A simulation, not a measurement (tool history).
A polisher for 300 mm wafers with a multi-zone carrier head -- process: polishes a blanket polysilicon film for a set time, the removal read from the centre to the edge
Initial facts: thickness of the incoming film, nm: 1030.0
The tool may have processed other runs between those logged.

run	hour	flow of slurry (ml/min)	pressure of the head's centre zone	pressure of the head's middle zone	pressure of the head's edge zone	polishing time (s)	film removed at the wafer's centre (Å)	film removed at mid-radius (Å)	film removed at the wafer's edge (Å)
1	0	305	1	1	1	54	4086.3	4112.8	4198.7
2	2.6	380	1	1	1	54	4182.6	4266	4194.9
3	8.1	380	1	1.03	1.01	56	4418.5	4306.8	4331.8
4	14.1	375	0.98	1.04	0.97	59	4504.2	4773.7	4387.5
5	22.4	370	0.97	1.04	0.97	61	4599.3	4923.6	4571.3
6	26.6	365	0.96	1.05	0.97	63	4704.9	5201.3	4736
7	30.4	360	0.96	1.06	0.97	64	4782.2	5182.6	4926.7

Run 8 comes next. What will it give?
8	35.8	365	0.96	1.07	0.96	65	?	?	?

{"run 8": {"film removed at the wafer's centre (Å)": 4845.6, "film removed at mid-radius (Å)": 5189.4, "film removed at the wafer's edge (Å)": 4922.4}}
